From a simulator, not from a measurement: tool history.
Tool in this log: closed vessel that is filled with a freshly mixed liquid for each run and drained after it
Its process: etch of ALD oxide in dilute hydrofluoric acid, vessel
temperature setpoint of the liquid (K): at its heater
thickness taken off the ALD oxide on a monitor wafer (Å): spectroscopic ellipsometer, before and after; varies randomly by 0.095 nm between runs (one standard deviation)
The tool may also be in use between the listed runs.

| run | hour | temperature setpoint of the liquid (K) | parts of water to one part of 49 % hydrofluoric acid (parts by volume) | time in the liquid (s) | thickness taken off the ALD oxide on a monitor wafer (Å) |
|---|---|---|---|---|---|
| 1 | 0 | 297.15 | 275 | 200 | 61.341 |
| 2 | 7.2 | 297.15 | 345 | 200 | 45.288 |
| 3 | 10.3 | 299.65 | 345 | 200 | 49.837 |
| 4 | 17.2 | 301.15 | 315 | 200 | 58.471 |
| 5 | 24.2 | 298.65 | 315 | 200 | 54.917 |
| 6 | 26.6 | 300.15 | 290 | 200 | 64.196 |
| 7 | 28.9 | 301.15 | 270 | 200 | 71.517 |
| 8 | 36.3 | 302.15 | 255 | 200 | 79.556 |
| 9 | 44.5 | 305.15 | 220 | 200 | 107.15 |
| 10 | 46.9 | 304.65 | 220 | 200 | 105.16 |

Predict the results of run 11:
| 11 | 52.9 | 304.15 | 220 | 200 | ? |

{"run 11": {"thickness taken off the ALD oxide on a monitor wafer (Å)": 104.54}}

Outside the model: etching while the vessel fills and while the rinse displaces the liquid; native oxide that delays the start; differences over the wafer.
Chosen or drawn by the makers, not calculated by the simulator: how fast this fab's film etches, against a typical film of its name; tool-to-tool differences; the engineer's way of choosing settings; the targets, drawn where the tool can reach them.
